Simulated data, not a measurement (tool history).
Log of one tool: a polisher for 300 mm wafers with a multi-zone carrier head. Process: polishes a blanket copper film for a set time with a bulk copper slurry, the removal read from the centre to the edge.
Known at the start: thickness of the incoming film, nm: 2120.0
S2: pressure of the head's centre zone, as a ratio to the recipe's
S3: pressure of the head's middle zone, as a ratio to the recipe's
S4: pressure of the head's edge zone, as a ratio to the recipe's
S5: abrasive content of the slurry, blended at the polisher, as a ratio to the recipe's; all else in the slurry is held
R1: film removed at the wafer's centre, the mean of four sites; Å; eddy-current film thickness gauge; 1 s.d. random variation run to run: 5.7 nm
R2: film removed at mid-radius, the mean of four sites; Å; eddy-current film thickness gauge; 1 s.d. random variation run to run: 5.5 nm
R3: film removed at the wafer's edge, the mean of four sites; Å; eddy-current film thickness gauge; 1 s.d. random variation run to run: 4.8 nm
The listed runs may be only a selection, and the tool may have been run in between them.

{"run": 1, "hour": 0.0, "flow of slurry (ml/min)": 305, "S2": 1.0, "S3": 1.0, "S4": 1.0, "S5": 1.0, "polishing time (s)": 49, "R1": 4533.5, "R2": 4410.4, "R3": 4487.9}
{"run": 2, "hour": 6.8, "flow of slurry (ml/min)": 305, "S2": 0.96, "S3": 1.0, "S4": 1.0, "S5": 1.0, "polishing time (s)": 49, "R1": 4362.4, "R2": 4453.4, "R3": 4463.5}
{"run": 3, "hour": 15.2, "flow of slurry (ml/min)": 305, "S2": 0.96, "S3": 1.0, "S4": 1.0, "S5": 1.0, "polishing time (s)": 42, "R1": 3779.3, "R2": 3665.6, "R3": 3789.8}
{"run": 4, "hour": 22.3, "flow of slurry (ml/min)": 315, "S2": 1.03, "S3": 0.99, "S4": 1.03, "S5": 1.15, "polishing time (s)": 43, "R1": 4211.0, "R2": 4029.9, "R3": 4088.5}
{"run": 5, "hour": 25.1, "flow of slurry (ml/min)": 270, "S2": 1.03, "S3": 0.99, "S4": 1.03, "S5": 1.15, "polishing time (s)": 43, "R1": 4145.6, "R2": 3922.8, "R3": 4027.8}
{"run": 6, "hour": 31.1, "flow of slurry (ml/min)": 270, "S2": 1.03, "S3": 0.99, "S4": 0.94, "S5": 1.15, "polishing time (s)": 43, "R1": 4195.5, "R2": 3987.7, "R3": 3909.8}
{"run": 7, "hour": 34.9, "flow of slurry (ml/min)": 280, "S2": 1.08, "S3": 0.93, "S4": 0.98, "S5": 1.25, "polishing time (s)": 44, "R1": 4561.4, "R2": 3878.9, "R3": 4085.9}

For run 8, what comes out?
{"run": 8, "hour": 39.5, "flow of slurry (ml/min)": 285, "S2": 1.11, "S3": 0.91, "S4": 1.02, "S5": 1.35, "polishing time (s)": 45, "R1": "?", "R2": "?", "R3": "?"}

For run 8 the tool returned R1 4855.6 Å, R2 3913.6 Å, R3 4412.7 Å.
